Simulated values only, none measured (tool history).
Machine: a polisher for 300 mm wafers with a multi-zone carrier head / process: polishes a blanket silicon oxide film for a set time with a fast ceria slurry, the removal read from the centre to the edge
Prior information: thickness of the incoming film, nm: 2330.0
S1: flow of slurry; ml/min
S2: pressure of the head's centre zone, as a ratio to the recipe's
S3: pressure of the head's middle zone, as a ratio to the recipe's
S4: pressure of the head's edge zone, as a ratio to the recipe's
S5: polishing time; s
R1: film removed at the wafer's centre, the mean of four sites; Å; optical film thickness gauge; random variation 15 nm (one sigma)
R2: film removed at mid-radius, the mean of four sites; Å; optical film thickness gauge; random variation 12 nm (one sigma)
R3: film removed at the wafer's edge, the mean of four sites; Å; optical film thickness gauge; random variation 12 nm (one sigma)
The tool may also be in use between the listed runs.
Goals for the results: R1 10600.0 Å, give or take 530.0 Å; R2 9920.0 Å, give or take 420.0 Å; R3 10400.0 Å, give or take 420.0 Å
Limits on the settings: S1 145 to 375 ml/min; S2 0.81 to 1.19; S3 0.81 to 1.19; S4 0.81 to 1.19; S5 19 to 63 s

run	day	S1	S2	S3	S4	S5	R1	R2	R3
1	0.000	240	1.00	1.00	1.00	41	6910.8	7113.1	7005.3
2	0.250	240	0.95	1.00	1.00	41	6565.9	6917.0	7143.1
3	0.333	240	0.95	1.00	1.07	41	6543.0	7041.6	7285.3
4	0.583	245	0.99	0.98	1.08	46	7732.4	7743.0	8135.8
5	0.629	250	1.01	0.98	1.09	50	8503.8	8447.4	8760.0
6	0.829	310	1.01	0.98	1.09	50	8744.8	8781.1	9094.2
7	0.917	315	1.03	0.97	1.10	52	9191.1	8950.6	9374.5
8	1.071	315	1.04	0.97	1.11	54	9869.4	9190.1	9954.3
9	1.358	315	1.05	0.98	1.11	55	9923.5	9426.3	10235.0

4 candidate next runs follow, results not yet known. Just one meets every target within its allowed miss. Identify it.
A	1.646	340	1.02	1.01	1.13	54	?	?	?
B	1.646	235	1.14	0.91	1.10	55	?	?	?
C	1.646	345	1.02	0.99	1.17	54	?	?	?
D	1.646	285	1.06	0.96	1.04	59	?	?	?

move	R1	R2	R3
A	9724.0	9591.2	10080.0
B	10701.0	8890.7	9918.7
C	9734.7	9483.9	10255.0
D	10873.0	10019.0	10502.0
A: moves away from the targets compared with the last run
B: puts the biggest miss on target and leaves a different result outside tolerance
C: moves away from the targets compared with the last run
D: meets every target
Correct choice: D, which meets every target
